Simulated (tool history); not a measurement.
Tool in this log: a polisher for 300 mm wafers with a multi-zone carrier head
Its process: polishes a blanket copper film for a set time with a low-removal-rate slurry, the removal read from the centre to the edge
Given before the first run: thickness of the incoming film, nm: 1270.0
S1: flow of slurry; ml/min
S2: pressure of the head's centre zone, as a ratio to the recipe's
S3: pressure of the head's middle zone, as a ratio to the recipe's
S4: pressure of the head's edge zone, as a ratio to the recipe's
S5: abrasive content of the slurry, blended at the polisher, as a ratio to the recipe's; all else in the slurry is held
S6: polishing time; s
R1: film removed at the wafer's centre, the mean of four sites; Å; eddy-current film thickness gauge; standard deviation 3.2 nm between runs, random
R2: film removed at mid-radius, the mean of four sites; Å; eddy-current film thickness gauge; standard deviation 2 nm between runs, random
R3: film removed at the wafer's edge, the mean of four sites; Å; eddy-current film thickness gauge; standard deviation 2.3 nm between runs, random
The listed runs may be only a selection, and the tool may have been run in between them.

| run | hour | S1 | S2 | S3 | S4 | S5 | S6 | R1 | R2 | R3 |
|---|---|---|---|---|---|---|---|---|---|---|
| 1 | 0.0 | 175 | 1.00 | 1.00 | 1.00 | 1.00 | 82 | 1903.3 | 2001.4 | 1932.2 |
| 2 | 3.0 | 175 | 1.08 | 1.00 | 1.00 | 1.00 | 82 | 2024.6 | 2009.8 | 1953.5 |
| 3 | 10.7 | 175 | 1.03 | 1.00 | 1.00 | 1.00 | 82 | 1912.6 | 2021.5 | 1990.4 |
| 4 | 15.1 | 180 | 1.05 | 1.01 | 1.01 | 1.05 | 82 | 2032.6 | 2051.0 | 2004.3 |
| 5 | 18.9 | 185 | 1.05 | 1.03 | 1.02 | 1.05 | 82 | 2041.5 | 2096.8 | 2021.1 |
| 6 | 27.0 | 185 | 1.05 | 1.03 | 1.02 | 1.15 | 82 | 2066.1 | 2129.1 | 2075.9 |
| 7 | 34.9 | 185 | 1.05 | 1.03 | 1.02 | 1.15 | 82 | 2091.8 | 2115.7 | 2057.8 |
| 8 | 38.3 | 190 | 1.05 | 1.04 | 1.03 | 1.15 | 82 | 2094.9 | 2205.5 | 2090.8 |
| 9 | 46.5 | 200 | 1.06 | 1.04 | 1.04 | 1.15 | 82 | 2124.6 | 2190.3 | 2070.4 |
| 10 | 51.6 | 200 | 1.06 | 1.04 | 1.04 | 1.15 | 82 | 2132.0 | 2166.0 | 2115.5 |
| 11 | 60.2 | 205 | 1.07 | 1.05 | 1.05 | 1.15 | 82 | 2215.1 | 2181.8 | 2082.0 |

Predict the results of run 12:
| 12 | 66.5 | 205 | 1.07 | 1.06 | 1.05 | 1.20 | 82 | ? | ? | ? |

R1: 2215.2 Å
R2: 2223.9 Å
R3: 2104.8 Å
